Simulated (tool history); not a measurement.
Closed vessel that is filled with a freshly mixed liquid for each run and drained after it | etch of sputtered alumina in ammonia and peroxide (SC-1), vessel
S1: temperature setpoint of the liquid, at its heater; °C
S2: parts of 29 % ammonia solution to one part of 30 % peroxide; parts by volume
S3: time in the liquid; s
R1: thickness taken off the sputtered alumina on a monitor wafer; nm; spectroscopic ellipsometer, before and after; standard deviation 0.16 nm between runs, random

run 1 hour=0 | S1=53 S2=0.65 S3=660 | R1=25.042
run 2 hour=5.6 | S1=53 S2=0.65 S3=710 | R1=26.846
run 3 hour=11.9 | S1=55.5 S2=0.65 S3=710 | R1=30.593
run 4 hour=14.9 | S1=57.5 S2=0.65 S3=710 | R1=33.987
run 5 hour=22.4 | S1=57.5 S2=0.85 S3=710 | R1=35.082
run 6 hour=23.6 | S1=53.5 S2=0.85 S3=710 | R1=28.481
run 7 hour=29.2 | S1=55.5 S2=0.85 S3=710 | R1=31.552
run 8 hour=30.2 | S1=57 S2=0.85 S3=710 | R1=34.423
run 9 hour=35 | S1=61.5 S2=0.85 S3=710 | R1=42.739

Run 10 has not been measured yet. What should we expect?
run 10 hour=36.2 | S1=61.5 S2=0.85 S3=710 | R1=?

Run 10 produced R1 43.283 nm.
